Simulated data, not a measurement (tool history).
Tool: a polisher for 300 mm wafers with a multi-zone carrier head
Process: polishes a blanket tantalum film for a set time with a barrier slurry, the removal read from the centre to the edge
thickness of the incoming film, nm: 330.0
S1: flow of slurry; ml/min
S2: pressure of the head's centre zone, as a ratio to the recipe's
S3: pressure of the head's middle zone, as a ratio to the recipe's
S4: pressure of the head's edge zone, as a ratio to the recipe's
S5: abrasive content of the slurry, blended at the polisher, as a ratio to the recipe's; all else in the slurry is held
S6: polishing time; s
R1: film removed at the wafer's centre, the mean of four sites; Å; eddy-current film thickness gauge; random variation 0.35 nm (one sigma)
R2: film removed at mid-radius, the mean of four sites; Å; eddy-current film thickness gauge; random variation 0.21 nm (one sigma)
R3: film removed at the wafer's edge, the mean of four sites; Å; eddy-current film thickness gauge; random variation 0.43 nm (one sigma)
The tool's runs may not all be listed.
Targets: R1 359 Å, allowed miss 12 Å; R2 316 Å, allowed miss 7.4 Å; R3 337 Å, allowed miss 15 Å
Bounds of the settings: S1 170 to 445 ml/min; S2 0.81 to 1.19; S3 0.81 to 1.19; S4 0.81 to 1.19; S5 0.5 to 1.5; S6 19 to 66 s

run 1 hour=0 | S1=285 S2=1 S3=1 S4=1 S5=1 S6=42 | R1=337 R2=324.99 R3=328.55
run 2 hour=8 | S1=285 S2=0.92 S3=1 S4=1 S5=1 S6=42 | R1=309.21 R2=320.31 R3=333.3
run 3 hour=11.5 | S1=285 S2=0.92 S3=1 S4=1 S5=0.85 S6=42 | R1=291.09 R2=300.09 R3=300.36
run 4 hour=15.6 | S1=285 S2=0.92 S3=1.07 S4=1 S5=0.85 S6=42 | R1=283.63 R2=318.96 R3=304.17
run 5 hour=23.1 | S1=300 S2=0.96 S3=1.04 S4=1.03 S5=0.85 S6=42 | R1=296.08 R2=307.43 R3=308.82
run 6 hour=28.6 | S1=300 S2=0.96 S3=1.04 S4=1.03 S5=1.05 S6=42 | R1=325.84 R2=340.89 R3=355.07
run 7 hour=32.4 | S1=295 S2=0.98 S3=1.02 S4=1.03 S5=1.05 S6=42 | R1=338.95 R2=334.65 R3=340.65
run 8 hour=35.4 | S1=295 S2=0.99 S3=1 S4=1.04 S5=1.05 S6=42 | R1=337.25 R2=331.79 R3=342.5

Which of these 5 next moves meets every target?
run A hour=38.4 | S1=350 S2=1.02 S3=0.83 S4=1.08 S5=1.2 S6=41 | R1=? R2=? R3=?
run B hour=38.4 | S1=320 S2=1.11 S3=1.16 S4=1.06 S5=0.75 S6=47 | R1=? R2=? R3=?
run C hour=38.4 | S1=270 S2=1.03 S3=1.12 S4=0.94 S5=1 S6=42 | R1=? R2=? R3=?
run D hour=38.4 | S1=295 S2=1.08 S3=0.87 S4=1.05 S5=1 S6=42 | R1=? R2=? R3=?
run E hour=38.4 | S1=275 S2=1.09 S3=0.97 S4=1.02 S5=0.75 S6=49 | R1=? R2=? R3=?

move=A R1=359.83 R2=299.98 R3=366.06
move=B R1=351.65 R2=345.07 R3=329.33
move=C R1=341.71 R2=348.57 R3=325.49
move=D R1=357.16 R2=293.19 R3=343.17
move=E R1=356.97 R2=313.41 R3=336.11
A: takes the result that was furthest off past its target
B: further off than the last run
C: further off than the last run
D: takes the result that was furthest off past its target
E: meets every target
The right move is E.
